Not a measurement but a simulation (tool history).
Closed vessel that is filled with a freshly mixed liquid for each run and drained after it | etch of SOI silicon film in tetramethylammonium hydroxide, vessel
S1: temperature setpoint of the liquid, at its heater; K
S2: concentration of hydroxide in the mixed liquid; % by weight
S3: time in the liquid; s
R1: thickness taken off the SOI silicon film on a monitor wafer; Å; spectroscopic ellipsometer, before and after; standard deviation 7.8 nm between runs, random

run  hour      S1  S2   S3      R1
  1     0  345.15  14   90  6097.7
  2   7.1  346.15  14   90  6470.9
  3  14.2  346.15  14   90  6449.6
  4  15.2  346.15  14  100    7074
  5    16  346.15  14   90  6362.7
  6  19.7  347.15  14   90  6825.1

Forecast run 7:
  7  24.5  347.65  14  90   ?

R1: 6988.8 Å

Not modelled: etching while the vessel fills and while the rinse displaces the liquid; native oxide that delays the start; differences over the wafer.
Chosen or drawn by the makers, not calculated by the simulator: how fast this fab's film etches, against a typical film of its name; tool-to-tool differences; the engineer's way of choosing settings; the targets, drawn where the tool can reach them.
